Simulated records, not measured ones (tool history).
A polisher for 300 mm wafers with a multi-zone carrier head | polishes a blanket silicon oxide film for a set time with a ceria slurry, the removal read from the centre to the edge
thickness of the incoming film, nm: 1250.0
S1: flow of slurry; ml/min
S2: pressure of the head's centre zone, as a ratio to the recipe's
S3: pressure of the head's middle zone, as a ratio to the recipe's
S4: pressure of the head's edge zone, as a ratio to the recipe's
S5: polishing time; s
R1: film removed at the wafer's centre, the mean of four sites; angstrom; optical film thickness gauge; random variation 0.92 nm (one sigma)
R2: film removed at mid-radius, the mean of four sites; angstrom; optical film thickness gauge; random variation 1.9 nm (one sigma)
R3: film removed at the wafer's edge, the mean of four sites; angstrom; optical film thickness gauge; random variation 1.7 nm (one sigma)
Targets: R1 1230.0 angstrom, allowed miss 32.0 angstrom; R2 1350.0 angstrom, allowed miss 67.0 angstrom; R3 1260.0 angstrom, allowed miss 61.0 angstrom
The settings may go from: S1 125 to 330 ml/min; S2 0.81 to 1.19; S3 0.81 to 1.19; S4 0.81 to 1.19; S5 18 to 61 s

{"run": 1, "hour": 0.0, "S1": 210, "S2": 1.0, "S3": 1.0, "S4": 1.0, "S5": 39, "R1": 1631.4, "R2": 1657.7, "R3": 1637.9}
{"run": 2, "hour": 2.4, "S1": 175, "S2": 1.0, "S3": 1.0, "S4": 1.0, "S5": 39, "R1": 1593.5, "R2": 1599.8, "R3": 1591.0}
{"run": 3, "hour": 7.1, "S1": 175, "S2": 1.04, "S3": 1.0, "S4": 1.0, "S5": 39, "R1": 1621.4, "R2": 1604.9, "R3": 1595.8}
{"run": 4, "hour": 16.0, "S1": 175, "S2": 1.04, "S3": 0.94, "S4": 1.0, "S5": 39, "R1": 1623.3, "R2": 1492.2, "R3": 1574.6}
{"run": 5, "hour": 21.4, "S1": 175, "S2": 1.04, "S3": 0.94, "S4": 1.04, "S5": 39, "R1": 1621.0, "R2": 1513.9, "R3": 1618.6}
{"run": 6, "hour": 24.8, "S1": 175, "S2": 1.07, "S3": 0.94, "S4": 1.04, "S5": 39, "R1": 1643.0, "R2": 1522.5, "R3": 1627.6}
{"run": 7, "hour": 28.8, "S1": 170, "S2": 1.02, "S3": 0.97, "S4": 1.02, "S5": 37, "R1": 1509.3, "R2": 1464.9, "R3": 1493.2}
{"run": 8, "hour": 35.1, "S1": 170, "S2": 1.02, "S3": 0.97, "S4": 1.02, "S5": 37, "R1": 1496.0, "R2": 1473.1, "R3": 1459.7}
{"run": 9, "hour": 36.3, "S1": 155, "S2": 0.92, "S3": 0.96, "S4": 0.92, "S5": 34, "R1": 1262.7, "R2": 1310.3, "R3": 1286.6}

Which of these 5 next moves meets every target?
{"run": "A", "hour": 37.5, "S1": 165, "S2": 0.97, "S3": 1.08, "S4": 0.82, "S5": 33, "R1": "?", "R2": "?", "R3": "?"}
{"run": "B", "hour": 37.5, "S1": 165, "S2": 1.03, "S3": 1.12, "S4": 0.82, "S5": 32, "R1": "?", "R2": "?", "R3": "?"}
{"run": "C", "hour": 37.5, "S1": 170, "S2": 0.92, "S3": 0.87, "S4": 0.89, "S5": 35, "R1": "?", "R2": "?", "R3": "?"}
{"run": "D", "hour": 37.5, "S1": 195, "S2": 0.87, "S3": 0.98, "S4": 0.87, "S5": 33, "R1": "?", "R2": "?", "R3": "?"}
{"run": "E", "hour": 37.5, "S1": 125, "S2": 0.9, "S3": 0.95, "S4": 0.97, "S5": 37, "R1": "?", "R2": "?", "R3": "?"}

move=A R1=1290.1 R2=1414.2 R3=1245.8
move=B R1=1305.9 R2=1414.4 R3=1207.4
move=C R1=1325.3 R2=1258.3 R3=1380.4
move=D R1=1237.0 R2=1342.9 R3=1309.5
move=E R1=1271.5 R2=1331.1 R3=1441.3
A: further off than the last run
B: further off than the last run
C: further off than the last run
D: meets every target
E: further off than the last run
Answer: D

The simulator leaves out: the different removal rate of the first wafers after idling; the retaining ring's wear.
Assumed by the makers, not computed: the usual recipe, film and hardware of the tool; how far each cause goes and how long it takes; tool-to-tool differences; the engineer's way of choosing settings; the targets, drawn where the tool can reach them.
